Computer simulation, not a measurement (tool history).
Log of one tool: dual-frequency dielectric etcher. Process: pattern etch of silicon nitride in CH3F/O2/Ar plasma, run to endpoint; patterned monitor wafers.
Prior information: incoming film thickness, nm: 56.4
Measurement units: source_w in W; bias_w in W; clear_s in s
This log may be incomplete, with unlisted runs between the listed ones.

| run | hour | source_w | bias_w | clear_s |
|---|---|---|---|---|
| 1 | 0 | 290 | 80 | 90.044 |
| 2 | 2.2 | 270 | 75 | 94.662 |
| 3 | 10.5 | 240 | 75 | 101.11 |
| 4 | 15.8 | 260 | 75 | 97.253 |
| 5 | 16.4 | 260 | 68 | 97.859 |
| 6 | 22.2 | 260 | 61 | 101.54 |
| 7 | 30.2 | 260 | 61 | 101.78 |
| 8 | 31.3 | 250 | 60 | 103.45 |
| 9 | 32.5 | 240 | 59 | 106.56 |

Predict the results of run 10:
| 10 | 40.7 | 240 | 59 | ? |

{"run 10": {"clear_s": 106.78}}
